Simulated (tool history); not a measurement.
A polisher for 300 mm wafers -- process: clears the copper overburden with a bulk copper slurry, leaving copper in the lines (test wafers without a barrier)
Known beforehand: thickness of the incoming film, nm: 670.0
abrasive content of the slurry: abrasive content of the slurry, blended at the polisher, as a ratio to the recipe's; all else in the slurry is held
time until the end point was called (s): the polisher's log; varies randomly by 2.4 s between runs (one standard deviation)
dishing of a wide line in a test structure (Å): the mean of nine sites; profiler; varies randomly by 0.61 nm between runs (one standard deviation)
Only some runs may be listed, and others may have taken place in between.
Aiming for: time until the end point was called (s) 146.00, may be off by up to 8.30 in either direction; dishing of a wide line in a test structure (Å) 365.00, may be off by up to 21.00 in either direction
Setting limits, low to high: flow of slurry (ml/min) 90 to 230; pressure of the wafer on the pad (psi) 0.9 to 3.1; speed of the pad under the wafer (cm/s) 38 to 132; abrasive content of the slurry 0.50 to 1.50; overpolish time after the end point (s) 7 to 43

| run | hour | flow of slurry (ml/min) | pressure of the wafer on the pad (psi) | speed of the pad under the wafer (cm/s) | abrasive content of the slurry | overpolish time after the end point (s) | time until the end point was called (s) | dishing of a wide line in a test structure (Å) |
|---|---|---|---|---|---|---|---|---|
| 1 | 0.0 | 150 | 2.0 | 84 | 1.00 | 22 | 121.99 | 585.48 |
| 2 | 2.4 | 150 | 2.0 | 84 | 1.10 | 22 | 121.41 | 602.17 |
| 3 | 4.5 | 150 | 2.0 | 84 | 1.10 | 29 | 119.75 | 674.02 |
| 4 | 7.0 | 165 | 2.0 | 84 | 1.10 | 29 | 119.27 | 702.14 |
| 5 | 13.0 | 155 | 1.9 | 84 | 1.10 | 23 | 124.30 | 588.31 |
| 6 | 14.0 | 155 | 1.8 | 84 | 1.10 | 19 | 123.59 | 510.14 |
| 7 | 15.7 | 155 | 1.2 | 84 | 1.10 | 12 | 161.78 | 295.62 |
| 8 | 18.9 | 155 | 1.3 | 84 | 1.10 | 13 | 153.56 | 332.93 |

Which single option among these 5 for the next run brings every result within its allowed miss of target? Just one does.
| A | 22.1 | 100 | 1.3 | 82 | 1.15 | 18 | ? | ? |
| B | 22.1 | 170 | 1.5 | 100 | 0.80 | 14 | ? | ? |
| C | 22.1 | 150 | 1.1 | 104 | 0.95 | 14 | ? | ? |
| D | 22.1 | 180 | 1.2 | 90 | 1.10 | 17 | ? | ? |
| E | 22.1 | 150 | 1.5 | 98 | 1.15 | 14 | ? | ? |

| move | time until the end point was called (s) | dishing of a wide line in a test structure (Å) |
|---|---|---|
| A | 173.26 | 395.74 |
| B | 131.38 | 406.16 |
| C | 144.21 | 373.19 |
| D | 147.97 | 424.35 |
| E | 123.12 | 426.15 |
A: takes the result that was furthest off past its target
B: takes the result that was furthest off past its target
C: all results in spec
D: takes the result that was furthest off past its target
E: takes the result that was furthest off past its target
Move C is the one to make.
